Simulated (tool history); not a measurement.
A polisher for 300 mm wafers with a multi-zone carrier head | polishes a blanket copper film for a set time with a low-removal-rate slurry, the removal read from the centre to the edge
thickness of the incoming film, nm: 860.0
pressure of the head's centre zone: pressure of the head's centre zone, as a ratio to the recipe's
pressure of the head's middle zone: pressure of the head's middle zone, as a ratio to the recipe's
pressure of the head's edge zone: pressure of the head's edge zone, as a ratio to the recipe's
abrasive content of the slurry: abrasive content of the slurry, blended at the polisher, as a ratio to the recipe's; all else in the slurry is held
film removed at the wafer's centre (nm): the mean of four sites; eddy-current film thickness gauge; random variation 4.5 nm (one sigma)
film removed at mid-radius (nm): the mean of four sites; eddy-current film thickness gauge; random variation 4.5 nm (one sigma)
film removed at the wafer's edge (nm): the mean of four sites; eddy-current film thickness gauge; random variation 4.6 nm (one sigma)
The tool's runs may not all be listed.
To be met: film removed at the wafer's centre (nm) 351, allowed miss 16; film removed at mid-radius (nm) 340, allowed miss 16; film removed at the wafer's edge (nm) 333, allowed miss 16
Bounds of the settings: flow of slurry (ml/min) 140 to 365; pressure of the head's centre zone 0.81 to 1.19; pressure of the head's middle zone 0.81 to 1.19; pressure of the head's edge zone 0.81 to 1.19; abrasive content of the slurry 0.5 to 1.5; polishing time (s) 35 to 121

run	hour	flow of slurry (ml/min)	pressure of the head's centre zone	pressure of the head's middle zone	pressure of the head's edge zone	abrasive content of the slurry	polishing time (s)	film removed at the wafer's centre (nm)	film removed at mid-radius (nm)	film removed at the wafer's edge (nm)
1	0	235	1	1	1	1	78	237.21	242.81	247.22
2	8.2	235	1	1	1.03	1	78	236.86	247.1	250.57
3	14.8	265	1	1	1.03	1	78	242.78	236.45	250.16
4	17.6	265	1.02	1.02	1.03	1.1	82	259.62	265.97	262.07
5	20.3	265	1.02	1.1	1.03	1.1	82	252.45	277.17	271.31
6	25.2	220	1.02	1.1	1.03	1.1	82	251.91	268.22	265.9
7	28.6	225	1.12	1.14	1.08	1.35	93	325.1	325.46	319.75
8	31	230	1.13	1.14	1.08	1.4	93	334.76	327.22	327.11
# hour 37: worn pad replaced by a new one
9	37	245	1.16	1.17	1.08	1.45	93	395.16	390.78	364.02
10	44.2	245	1.16	1.17	1.08	1.45	93	402.18	386.19	360.66
11	48.9	235	1.16	1.17	1.08	1.45	93	398.35	380.42	370.13
12	54.9	230	1.15	1.17	1.07	1.4	93	391.61	372.69	367.48
13	61.1	230	1.14	1.16	1.07	1.4	92	374.86	368	349.64
14	64.6	230	1.14	1.16	1.07	1.4	92	381.4	370.82	358.95

4 next moves are on the table. One of them brings every result within its allowed miss. Which?
A	68.1	230	1.19	1.07	1.17	1.35	83	?	?	?
B	68.1	355	1.16	1.17	1.15	1.45	78	?	?	?
C	68.1	320	1.17	1.19	0.95	1.45	79	?	?	?
D	68.1	200	1.17	1.04	1.14	1.4	86	?	?	?

move	film removed at the wafer's centre (nm)	film removed at mid-radius (nm)	film removed at the wafer's edge (nm)
A	358.06	315.57	335.47
B	350.39	334.26	327.95
C	354.31	339.28	300.01
D	358.44	316.34	339.81
A: takes the result that was furthest off past its target
B: meets every target
C: brings the result that was furthest off to its target, and leaves another outside
D: takes the result that was furthest off past its target
Move B is the one to make.

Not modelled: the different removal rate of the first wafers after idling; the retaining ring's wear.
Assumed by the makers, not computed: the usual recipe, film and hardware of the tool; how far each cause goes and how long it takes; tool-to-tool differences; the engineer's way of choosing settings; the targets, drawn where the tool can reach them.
